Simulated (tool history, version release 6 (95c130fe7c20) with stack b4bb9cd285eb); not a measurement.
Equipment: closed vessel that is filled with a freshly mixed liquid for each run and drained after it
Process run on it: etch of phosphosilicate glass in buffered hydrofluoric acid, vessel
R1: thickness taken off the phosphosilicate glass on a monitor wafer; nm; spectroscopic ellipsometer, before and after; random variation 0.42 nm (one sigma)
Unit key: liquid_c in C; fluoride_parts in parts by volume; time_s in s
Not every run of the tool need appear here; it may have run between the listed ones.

run 1 day=0.000 | liquid_c=20.0 fluoride_parts=12.0 time_s=30 | R1=88.271
run 2 day=0.075 | liquid_c=20.0 fluoride_parts=9.0 time_s=30 | R1=112.390
run 3 day=0.288 | liquid_c=18.5 fluoride_parts=9.0 time_s=30 | R1=103.520
run 4 day=0.654 | liquid_c=18.5 fluoride_parts=7.5 time_s=30 | R1=125.510
run 5 day=0.742 | liquid_c=18.5 fluoride_parts=5.0 time_s=30 | R1=181.210
run 6 day=0.942 | liquid_c=18.5 fluoride_parts=5.0 time_s=30 | R1=181.680
run 7 day=1.279 | liquid_c=17.0 fluoride_parts=8.5 time_s=30 | R1=101.060

Run 8, settings as shown, results not yet in. Your forecast:
run 8 day=1.621 | liquid_c=18.0 fluoride_parts=8.5 time_s=30 | R1=?

{"run 8": {"R1": 107.12}}
